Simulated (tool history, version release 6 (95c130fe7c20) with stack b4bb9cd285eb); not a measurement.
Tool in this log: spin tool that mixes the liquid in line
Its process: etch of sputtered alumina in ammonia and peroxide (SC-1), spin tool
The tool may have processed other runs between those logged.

run,hour,temperature setpoint of the liquid (°C),parts of 29 % ammonia solution to one part of 30 % peroxide (parts by volume),time under the liquid (s),thickness taken off the sputtered alumina on a monitor wafer (nm)
1,0,48,0.6,255,15.507
2,8.1,47.5,0.6,255,14.862
3,13.8,47.5,0.6,255,14.912
4,16,47.5,0.7,255,14.912
5,22.1,47,0.7,255,14.717
6,29.4,47,0.7,275,15.96
7,33.2,46.5,0.7,275,15.336

Predict the results of run 8:
# hour 39.4: ammonia flow meter replaced
8,39.4,39,0.7,275,?

Run 8 measured thickness taken off the sputtered alumina on a monitor wafer (nm) 10.024.

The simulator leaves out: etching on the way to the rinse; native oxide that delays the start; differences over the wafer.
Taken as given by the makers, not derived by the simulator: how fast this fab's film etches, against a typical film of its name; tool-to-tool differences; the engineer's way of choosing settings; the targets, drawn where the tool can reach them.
